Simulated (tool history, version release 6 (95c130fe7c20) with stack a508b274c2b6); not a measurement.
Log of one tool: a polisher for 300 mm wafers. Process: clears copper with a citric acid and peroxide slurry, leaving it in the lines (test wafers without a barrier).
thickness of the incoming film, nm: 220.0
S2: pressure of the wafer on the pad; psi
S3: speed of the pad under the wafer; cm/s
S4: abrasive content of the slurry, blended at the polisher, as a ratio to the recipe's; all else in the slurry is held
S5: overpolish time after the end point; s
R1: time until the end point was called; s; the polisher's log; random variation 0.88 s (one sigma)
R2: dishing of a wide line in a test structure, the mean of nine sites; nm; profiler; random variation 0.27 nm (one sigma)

Run 1, hour 0: flow of slurry (ml/min) 290, S2 2.4 psi, S3 102 cm/s, S4 1, S5 15 s. Result: R1 111.73 s, R2 17.901 nm.
Run 2, hour 3.6: flow of slurry (ml/min) 290, S2 2.1 psi, S3 102 cm/s, S4 1, S5 15 s. Result: R1 128.45 s, R2 15.553 nm.
Run 3, hour 7.5: flow of slurry (ml/min) 290, S2 2.1 psi, S3 102 cm/s, S4 1, S5 9 s. Result: R1 129.49 s, R2 9.4799 nm.
Run 4, hour 10: flow of slurry (ml/min) 290, S2 2.1 psi, S3 102 cm/s, S4 0.8, S5 9 s. Result: R1 133.58 s, R2 9.3044 nm.
Run 5, hour 18.9: flow of slurry (ml/min) 290, S2 2.2 psi, S3 102 cm/s, S4 0.8, S5 10 s. Result: R1 127.01 s, R2 10.785 nm.
Run 6, hour 21.5: flow of slurry (ml/min) 355, S2 2.2 psi, S3 102 cm/s, S4 0.8, S5 10 s. Result: R1 122.56 s, R2 11.086 nm.
Run 7, hour 28.1: flow of slurry (ml/min) 345, S2 2.3 psi, S3 102 cm/s, S4 0.8, S5 11 s. Result: R1 118.25 s, R2 12.787 nm.

Run 8 comes next. What will it give?
Run 8, hour 35.1: flow of slurry (ml/min) 345, S2 2.4 psi, S3 102 cm/s, S4 0.8, S5 11 s. Result: R1 ?, R2 ?.

R1: 115.11 s
R2: 12.944 nm
